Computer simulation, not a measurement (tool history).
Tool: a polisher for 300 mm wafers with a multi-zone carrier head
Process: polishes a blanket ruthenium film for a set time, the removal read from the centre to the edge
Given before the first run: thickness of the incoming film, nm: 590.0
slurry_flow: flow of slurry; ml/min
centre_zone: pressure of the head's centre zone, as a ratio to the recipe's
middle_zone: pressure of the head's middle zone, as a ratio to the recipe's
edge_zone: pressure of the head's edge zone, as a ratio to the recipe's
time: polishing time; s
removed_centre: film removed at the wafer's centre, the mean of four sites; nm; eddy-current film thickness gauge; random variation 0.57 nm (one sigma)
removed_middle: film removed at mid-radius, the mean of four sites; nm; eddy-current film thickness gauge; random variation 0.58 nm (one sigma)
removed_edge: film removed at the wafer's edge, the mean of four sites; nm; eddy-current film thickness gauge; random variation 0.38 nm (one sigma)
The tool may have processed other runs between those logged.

run  hour  slurry_flow  centre_zone  middle_zone  edge_zone  time  removed_centre  removed_middle  removed_edge
  1     0          200            1            1          1    87          69.912          73.439        72.136
  2   1.3          200            1            1          1   100          80.826          84.124        80.862
  3   3.1          195         0.98         0.99       0.97    92          72.524          75.118        73.561
  4   4.6          195         0.98         1.06       0.97    92          74.244          79.042        73.494
  5  10.1          195         0.98         1.01       0.97    92          74.862          75.189        73.469
  6  10.9          165         0.98         1.01       0.97    92          72.969          74.525        73.469
  7  13.2          170         0.96         1.01       0.97    85          65.643          69.893        67.706
  8    22          170         0.94         0.99       0.96    80          59.201          63.968        63.377
  9  29.9          170         0.92         0.98       0.94    77          58.038          61.378        60.496
 10  34.1          165          0.9         0.97       0.94    74          54.034          59.888        57.821
 11  35.7          160         0.89         0.95       0.93    72          52.166          54.317        55.874
 12  42.9          160         0.88         0.95       0.93    71          49.565          54.859        54.632
 13  44.7          160         0.87         0.94       0.92    71          48.897          55.125        53.954

Run 14 is up next; what results do you expect?
 14  45.8          155         0.86         0.92       0.91    71               ?               ?             ?

{"run 14": {"removed_centre": 50.895, "removed_middle": 54.005, "removed_edge": 54.381}}
